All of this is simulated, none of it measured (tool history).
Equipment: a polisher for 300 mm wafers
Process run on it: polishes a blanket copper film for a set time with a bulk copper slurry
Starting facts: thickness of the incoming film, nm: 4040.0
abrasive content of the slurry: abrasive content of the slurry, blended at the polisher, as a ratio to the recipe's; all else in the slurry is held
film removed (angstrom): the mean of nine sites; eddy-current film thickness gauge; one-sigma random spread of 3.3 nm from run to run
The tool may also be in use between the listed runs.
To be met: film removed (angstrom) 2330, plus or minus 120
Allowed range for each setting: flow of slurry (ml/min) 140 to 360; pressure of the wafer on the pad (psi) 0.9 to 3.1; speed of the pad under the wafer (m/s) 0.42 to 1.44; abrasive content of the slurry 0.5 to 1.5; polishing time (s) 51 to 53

run	day	flow of slurry (ml/min)	pressure of the wafer on the pad (psi)	speed of the pad under the wafer (m/s)	abrasive content of the slurry	polishing time (s)	film removed (angstrom)
1	0	230	2	0.92	1	51	3403.8
2	0.154	230	1.8	0.92	1	51	3106.5
3	0.417	230	1.8	0.92	1	53	3208
4	0.492	230	1.8	0.92	0.85	53	3178.6
5	0.862	230	1.7	0.92	0.85	53	2957.3
6	1.167	230	1.6	0.92	0.85	53	2823.9
7	1.304	230	1.5	0.92	0.85	53	2644.2
8	1.608	230	1.4	0.92	0.85	53	2583.5

Below are 5 possible settings for the next run. Only one of them brings all results inside the allowed miss of their targets. Which is it?
A	1.912	195	1.8	0.7	1	51	?
B	1.912	255	1.6	0.7	0.75	53	?
C	1.912	280	1.7	0.94	0.6	53	?
D	1.912	220	1.2	0.9	0.85	51	?
E	1.912	255	1.3	1.14	0.75	53	?

move	film removed (angstrom)
A	2358.9
B	2121.2
C	2830.9
D	2111.5
E	2883.5
A: every result lands within tolerance
B: carries the result that was furthest off beyond its target, to the other side
C: lands further from the targets than the last run did
D: carries the result that was furthest off beyond its target, to the other side
E: lands further from the targets than the last run did
A is the move that brings every result within its allowed miss.
